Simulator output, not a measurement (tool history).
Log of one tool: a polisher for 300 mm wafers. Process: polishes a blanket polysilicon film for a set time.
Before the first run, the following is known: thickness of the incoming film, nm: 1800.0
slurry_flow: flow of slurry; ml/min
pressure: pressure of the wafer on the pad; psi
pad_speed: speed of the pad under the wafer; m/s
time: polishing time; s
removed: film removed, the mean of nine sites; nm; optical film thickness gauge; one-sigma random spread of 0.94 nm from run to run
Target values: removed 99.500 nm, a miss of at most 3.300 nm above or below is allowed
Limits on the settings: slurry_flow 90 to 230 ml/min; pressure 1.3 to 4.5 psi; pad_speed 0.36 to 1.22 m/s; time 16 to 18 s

| run | hour | slurry_flow | pressure | pad_speed | time | removed |
|---|---|---|---|---|---|---|
| 1 | 0.0 | 150 | 2.9 | 0.78 | 18 | 142.680 |
| 2 | 8.1 | 150 | 2.9 | 0.66 | 18 | 119.940 |
| 3 | 9.6 | 150 | 3.6 | 0.66 | 18 | 147.700 |
| 4 | 12.1 | 170 | 3.6 | 0.66 | 18 | 151.910 |
| 5 | 17.0 | 165 | 3.2 | 0.66 | 18 | 137.880 |
| 6 | 18.6 | 145 | 3.0 | 0.66 | 18 | 124.420 |
| 7 | 21.2 | 140 | 2.8 | 0.66 | 18 | 113.640 |
| 8 | 28.2 | 140 | 2.8 | 0.66 | 18 | 114.550 |
| 9 | 36.4 | 130 | 2.7 | 0.66 | 18 | 111.240 |
| 10 | 42.6 | 125 | 2.6 | 0.66 | 18 | 104.270 |
| 11 | 48.5 | 120 | 2.6 | 0.66 | 18 | 105.920 |

4 candidate next runs follow, results not yet known. Just one meets every target within its allowed miss. Identify it.
| A | 54.4 | 115 | 2.1 | 0.86 | 18 | ? |
| B | 54.4 | 135 | 2.6 | 0.74 | 18 | ? |
| C | 54.4 | 145 | 2.8 | 0.50 | 18 | ? |
| D | 54.4 | 90 | 3.5 | 0.48 | 18 | ? |

| move | removed |
|---|---|
| A | 104.040 |
| B | 116.620 |
| C | 92.355 |
| D | 98.472 |
A: closer than the last run, but not yet in spec
B: moves away from the targets compared with the last run
C: the result that was furthest off in the last run now lies on the other side of its target
D: every result lands within tolerance
The right move is D.

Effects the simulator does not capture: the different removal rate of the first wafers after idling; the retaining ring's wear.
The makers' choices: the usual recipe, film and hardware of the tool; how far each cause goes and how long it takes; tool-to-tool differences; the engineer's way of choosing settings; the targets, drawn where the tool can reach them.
